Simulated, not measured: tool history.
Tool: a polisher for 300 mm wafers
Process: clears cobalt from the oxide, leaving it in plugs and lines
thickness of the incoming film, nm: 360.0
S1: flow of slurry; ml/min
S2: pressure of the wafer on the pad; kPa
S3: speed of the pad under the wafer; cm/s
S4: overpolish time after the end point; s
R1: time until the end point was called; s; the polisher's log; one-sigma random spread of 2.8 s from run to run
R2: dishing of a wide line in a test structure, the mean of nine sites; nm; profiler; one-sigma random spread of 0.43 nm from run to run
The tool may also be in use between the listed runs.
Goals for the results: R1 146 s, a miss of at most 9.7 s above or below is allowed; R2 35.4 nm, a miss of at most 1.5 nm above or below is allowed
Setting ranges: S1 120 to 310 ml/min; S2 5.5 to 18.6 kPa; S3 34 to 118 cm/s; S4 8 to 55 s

run,day,S1,S2,S3,S4,R1,R2
1,0,200,11.7,76,28,103.62,36.928
2,0.075,200,11.7,94,28,81.949,40.1
3,0.317,200,9.7,94,28,101.53,36.67
4,0.667,200,9.7,78,28,117.08,34.028
5,0.983,200,11,78,28,103.94,37.152
6,1.096,235,11,78,28,101.03,37.289
7,1.196,235,11,78,28,104.59,36.556
8,1.404,235,10.3,78,30,106.54,37.47
# day 1.579: slurry nozzle cleaned
9,1.579,230,9.7,78,31,113.52,37.26
10,1.683,230,9,78,32,120.25,36.747
11,1.938,230,8.3,78,33,132.46,36.724

5 candidate next runs follow, results not yet known. Just one meets every target within its allowed miss. Identify it.
A,2.192,235,6.9,74,46,?,?
B,2.192,200,7.6,78,34,?,?
C,2.192,245,6.2,76,42,?,?
D,2.192,205,5.5,88,41,?,?
E,2.192,295,6.2,82,49,?,?

move,R1,R2
A,159.18,38.444
B,141.13,35.62
C,170.55,36.143
D,169.08,35.873
E,155.36,39.627
A: carries the result that was furthest off beyond its target, to the other side
B: every result within its allowed miss
C: carries the result that was furthest off beyond its target, to the other side
D: carries the result that was furthest off beyond its target, to the other side
E: meets the target for the result that was furthest off, but another lies outside its allowed miss
B meets every target.
